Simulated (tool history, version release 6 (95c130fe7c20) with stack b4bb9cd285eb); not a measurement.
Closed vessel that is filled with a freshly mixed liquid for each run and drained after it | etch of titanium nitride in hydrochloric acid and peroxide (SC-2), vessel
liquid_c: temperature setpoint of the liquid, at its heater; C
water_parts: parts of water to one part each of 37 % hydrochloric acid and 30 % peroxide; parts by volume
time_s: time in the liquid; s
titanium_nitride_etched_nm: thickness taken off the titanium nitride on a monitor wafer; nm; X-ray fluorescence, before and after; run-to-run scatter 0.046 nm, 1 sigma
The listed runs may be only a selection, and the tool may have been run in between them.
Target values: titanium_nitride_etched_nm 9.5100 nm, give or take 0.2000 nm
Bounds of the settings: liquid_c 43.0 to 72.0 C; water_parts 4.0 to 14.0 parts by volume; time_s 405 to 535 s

Run 1, hour 0.0: liquid_c 59.0 C, water_parts 7.5 parts by volume, time_s 535 s. Result: titanium_nitride_etched_nm 24.9480 nm.
Run 2, hour 7.1: liquid_c 55.0 C, water_parts 7.5 parts by volume, time_s 535 s. Result: titanium_nitride_etched_nm 19.0640 nm.
Run 3, hour 9.3: liquid_c 55.0 C, water_parts 7.5 parts by volume, time_s 405 s. Result: titanium_nitride_etched_nm 14.3780 nm.
Run 4, hour 11.3: liquid_c 55.0 C, water_parts 7.5 parts by volume, time_s 405 s. Result: titanium_nitride_etched_nm 14.5640 nm.
Run 5, hour 19.5: liquid_c 60.0 C, water_parts 7.5 parts by volume, time_s 405 s. Result: titanium_nitride_etched_nm 20.0980 nm.
Run 6, hour 28.3: liquid_c 60.0 C, water_parts 9.5 parts by volume, time_s 405 s. Result: titanium_nitride_etched_nm 16.6260 nm.
Run 7, hour 36.5: liquid_c 57.5 C, water_parts 9.5 parts by volume, time_s 405 s. Result: titanium_nitride_etched_nm 14.0880 nm.
Run 8, hour 41.3: liquid_c 56.0 C, water_parts 9.5 parts by volume, time_s 405 s. Result: titanium_nitride_etched_nm 12.7530 nm.
Run 9, hour 43.8: liquid_c 55.0 C, water_parts 9.5 parts by volume, time_s 405 s. Result: titanium_nitride_etched_nm 12.0960 nm.
Run 10, hour 51.6: liquid_c 54.0 C, water_parts 9.5 parts by volume, time_s 405 s. Result: titanium_nitride_etched_nm 11.2640 nm.
At hour 60.3: thermometer replaced.
Run 11, hour 60.3: liquid_c 53.5 C, water_parts 9.5 parts by volume, time_s 405 s. Result: titanium_nitride_etched_nm 11.8990 nm.
Run 12, hour 69.2: liquid_c 48.5 C, water_parts 9.5 parts by volume, time_s 405 s. Result: titanium_nitride_etched_nm 8.5019 nm.
Run 13, hour 77.8: liquid_c 49.0 C, water_parts 9.5 parts by volume, time_s 405 s. Result: titanium_nitride_etched_nm 8.8372 nm.
Run 14, hour 80.9: liquid_c 49.5 C, water_parts 9.5 parts by volume, time_s 405 s. Result: titanium_nitride_etched_nm 9.0742 nm.

Which of these 4 next moves meets every target?
Run A, hour 84.0: liquid_c 50.5 C, water_parts 10.0 parts by volume, time_s 415 s. Result: titanium_nitride_etched_nm ?.
Run B, hour 84.0: liquid_c 48.0 C, water_parts 9.5 parts by volume, time_s 490 s. Result: titanium_nitride_etched_nm ?.
Run C, hour 84.0: liquid_c 52.0 C, water_parts 10.5 parts by volume, time_s 405 s. Result: titanium_nitride_etched_nm ?.
Run D, hour 84.0: liquid_c 50.5 C, water_parts 11.0 parts by volume, time_s 475 s. Result: titanium_nitride_etched_nm ?.

move  titanium_nitride_etched_nm
   A                      9.5225
   B                      9.9232
   C                      9.8522
   D                     10.0610
A: each result inside its tolerance
B: takes the result that was furthest off past its target
C: takes the result that was furthest off past its target
D: takes the result that was furthest off past its target
Answer: A
